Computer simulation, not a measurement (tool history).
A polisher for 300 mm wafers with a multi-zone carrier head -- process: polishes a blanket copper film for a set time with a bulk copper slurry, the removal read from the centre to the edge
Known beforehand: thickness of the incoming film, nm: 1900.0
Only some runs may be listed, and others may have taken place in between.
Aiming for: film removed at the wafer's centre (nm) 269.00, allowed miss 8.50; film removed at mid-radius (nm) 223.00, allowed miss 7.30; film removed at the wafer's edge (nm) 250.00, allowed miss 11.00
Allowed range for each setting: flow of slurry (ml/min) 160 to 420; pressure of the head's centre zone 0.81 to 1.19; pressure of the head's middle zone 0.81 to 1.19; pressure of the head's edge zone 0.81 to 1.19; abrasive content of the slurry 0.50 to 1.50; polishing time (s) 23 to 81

run,hour,flow of slurry (ml/min),pressure of the head's centre zone,pressure of the head's middle zone,pressure of the head's edge zone,abrasive content of the slurry,polishing time (s),film removed at the wafer's centre (nm),film removed at mid-radius (nm),film removed at the wafer's edge (nm)
1,0.0,270,1.00,1.00,1.00,1.00,52,342.42,341.97,342.64
2,7.9,270,1.03,1.00,1.00,1.00,52,352.63,348.76,341.09
3,10.6,270,1.03,0.98,0.99,0.95,51,342.26,335.07,327.94
4,16.9,270,1.04,0.96,1.00,0.90,50,339.60,321.85,322.72
5,22.6,270,1.04,0.94,1.00,0.85,49,332.92,306.39,313.96
6,23.3,270,1.04,0.93,1.00,0.80,48,319.70,296.63,305.24
7,29.1,265,1.04,0.92,1.00,0.75,47,308.43,282.61,292.28
# hour 34.8: worn pad replaced by a new one
8,34.8,260,1.04,0.91,1.00,0.70,47,327.05,296.79,313.77
9,39.0,265,1.04,0.90,1.00,0.75,46,324.89,293.22,315.64
10,43.6,265,1.05,0.90,1.01,0.70,45,319.40,281.41,305.82
11,44.2,265,1.05,0.89,1.00,0.70,44,312.27,270.93,298.84
12,50.6,265,1.05,0.89,0.99,0.70,43,310.05,269.58,290.52
13,52.5,235,1.03,0.81,0.94,0.50,38,251.90,204.54,237.42
14,58.9,240,1.03,0.81,0.94,0.50,38,252.88,208.41,240.78
15,64.1,245,1.03,0.81,0.94,0.50,38,250.42,207.69,233.06

Next run, 5 choices. One meets every target within its allowed miss, the rest don't. Which?
A,69.3,215,0.97,0.81,1.05,0.50,40,?,?,?
B,69.3,255,1.15,0.88,0.82,0.50,36,?,?,?
C,69.3,275,1.03,0.82,0.92,0.55,39,?,?,?
D,69.3,170,1.10,0.82,0.94,0.55,39,?,?,?
E,69.3,260,1.09,0.90,0.81,0.60,38,?,?,?

move,film removed at the wafer's centre (nm),film removed at mid-radius (nm),film removed at the wafer's edge (nm)
A,245.51,218.21,268.16
B,269.39,215.18,218.79
C,266.12,224.04,253.78
D,261.19,207.63,242.30
E,274.85,236.01,234.01
A: lands further from the targets than the last run did
B: meets the target for the result that was furthest off, but another lies outside its allowed miss
C: in spec on every target
D: meets the target for the result that was furthest off, but another lies outside its allowed miss
E: meets the target for the result that was furthest off, but another lies outside its allowed miss
The right move is C.
